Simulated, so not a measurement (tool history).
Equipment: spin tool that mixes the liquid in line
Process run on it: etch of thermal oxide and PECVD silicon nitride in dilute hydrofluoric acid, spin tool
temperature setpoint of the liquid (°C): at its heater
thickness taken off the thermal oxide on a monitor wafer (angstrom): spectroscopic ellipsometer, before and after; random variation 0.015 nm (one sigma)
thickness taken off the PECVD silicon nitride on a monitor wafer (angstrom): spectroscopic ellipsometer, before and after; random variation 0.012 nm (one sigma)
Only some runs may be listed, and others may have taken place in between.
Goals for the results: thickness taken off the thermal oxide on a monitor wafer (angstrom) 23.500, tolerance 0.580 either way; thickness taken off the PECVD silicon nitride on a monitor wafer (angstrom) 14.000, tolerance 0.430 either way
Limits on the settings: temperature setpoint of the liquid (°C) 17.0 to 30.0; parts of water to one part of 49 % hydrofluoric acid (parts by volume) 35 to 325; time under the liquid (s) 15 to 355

run    day  temperature setpoint of the liquid (°C)  parts of water to one part of 49 % hydrofluoric acid (parts by volume)  time under the liquid (s)  thickness taken off the thermal oxide on a monitor wafer (angstrom)  thickness taken off the PECVD silicon nitride on a monitor wafer (angstrom)
  1  0.000                                     22.0                                                                     180                        180                                                               37.209                                                                       24.451
  2  0.267                                     21.0                                                                     190                        180                                                               33.695                                                                       21.827
  3  0.296                                     20.0                                                                     195                        180                                                               31.294                                                                       19.844
  4  0.579                                     20.0                                                                     195                        120                                                               21.031                                                                       13.223
  5  0.712                                     20.0                                                                     190                        120                                                               21.730                                                                       13.674
  6  1.079                                     20.0                                                                     190                        200                                                               35.765                                                                       22.688
     1.125  -- thermometer replaced
  7  1.125                                     19.5                                                                     195                        200                                                               36.172                                                                       23.588
  8  1.238                                     19.0                                                                     200                        190                                                               32.467                                                                       21.140
  9  1.421                                     18.5                                                                     200                        180                                                               30.032                                                                       19.185
 10  1.633                                     18.0                                                                     200                        175                                                               29.050                                                                       18.303
 11  1.908                                     17.0                                                                     220                        155                                                               21.813                                                                       13.535

Which one of the following 5 next-run settings gets every result inside its allowed miss? There is exactly one.
  A  2.183                                     19.5                                                                     270                        165                                                                    ?                                                                            ?
  B  2.183                                     17.0                                                                     185                        135                                                                    ?                                                                            ?
  C  2.183                                     18.5                                                                     235                        150                                                                    ?                                                                            ?
  D  2.183                                     17.5                                                                     200                        135                                                                    ?                                                                            ?
  E  2.183                                     17.0                                                                     225                        160                                                                    ?                                                                            ?

move  thickness taken off the thermal oxide on a monitor wafer (angstrom)  thickness taken off the PECVD silicon nitride on a monitor wafer (angstrom)
   A                                                               19.942                                                                       14.236
   B                                                               23.366                                                                       14.202
   C                                                               20.704                                                                       13.861
   D                                                               21.745                                                                       13.630
   E                                                               21.955                                                                       13.955
A: lands further from the targets than the last run did
B: every result within its allowed miss
C: lands further from the targets than the last run did
D: as far off as the last run
E: moves toward the targets from the last run without getting all of them in spec
Move B is the one to make.

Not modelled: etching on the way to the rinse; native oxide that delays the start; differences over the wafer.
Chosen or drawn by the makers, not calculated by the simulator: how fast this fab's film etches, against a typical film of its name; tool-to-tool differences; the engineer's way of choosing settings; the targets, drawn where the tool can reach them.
